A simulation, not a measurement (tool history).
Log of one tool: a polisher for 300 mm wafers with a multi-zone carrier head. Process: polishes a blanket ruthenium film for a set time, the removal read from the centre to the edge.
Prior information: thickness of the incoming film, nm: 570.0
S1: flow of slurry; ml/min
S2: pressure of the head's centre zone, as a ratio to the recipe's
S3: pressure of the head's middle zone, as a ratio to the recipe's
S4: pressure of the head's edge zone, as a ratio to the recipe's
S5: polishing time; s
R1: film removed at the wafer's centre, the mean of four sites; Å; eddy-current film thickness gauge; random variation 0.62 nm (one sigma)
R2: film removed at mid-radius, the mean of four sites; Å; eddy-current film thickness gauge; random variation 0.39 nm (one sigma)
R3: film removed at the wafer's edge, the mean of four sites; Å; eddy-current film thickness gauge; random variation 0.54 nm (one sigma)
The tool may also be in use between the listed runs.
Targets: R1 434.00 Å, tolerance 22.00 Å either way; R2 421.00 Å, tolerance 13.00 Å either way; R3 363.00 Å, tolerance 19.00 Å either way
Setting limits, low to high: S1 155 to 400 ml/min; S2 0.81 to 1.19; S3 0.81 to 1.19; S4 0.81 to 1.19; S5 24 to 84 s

run,hour,S1,S2,S3,S4,S5,R1,R2,R3
1,0.0,255,1.00,1.00,1.00,54,474.29,491.11,479.83
2,7.5,255,1.02,1.01,0.96,51,463.64,468.43,442.39
3,8.9,255,0.95,1.01,0.96,51,438.06,459.08,444.07
4,12.7,225,0.95,1.01,0.96,51,434.56,457.65,434.40
5,18.0,225,0.95,1.01,0.88,51,434.12,456.20,408.25
6,21.8,200,0.95,1.01,0.88,51,420.14,454.29,419.94
7,23.6,225,0.96,1.00,0.86,50,434.98,442.88,418.19
8,27.4,230,0.99,1.02,0.85,48,427.53,439.84,391.19
9,31.3,235,1.01,1.02,0.84,47,432.79,428.06,386.91
10,38.8,230,1.06,1.08,0.81,44,411.97,420.29,345.93

Below are 5 possible settings for the next run. Only one of them brings all results inside the allowed miss of their targets. Which is it?
A,46.3,175,1.09,1.15,0.83,44,?,?,?
B,46.3,155,0.99,0.97,0.93,51,?,?,?
C,46.3,245,1.10,1.05,0.81,45,?,?,?
D,46.3,270,1.17,1.13,0.81,40,?,?,?
E,46.3,230,0.91,1.05,0.97,45,?,?,?

move,R1,R2,R3
A,389.55,425.83,349.18
B,404.74,416.94,416.98
C,426.37,425.99,368.86
D,404.56,407.65,330.54
E,361.94,422.57,394.51
A: further off than the last run
B: further off than the last run
C: all results land within tolerance of their targets
D: further off than the last run
E: further off than the last run
The move that meets every target is C.
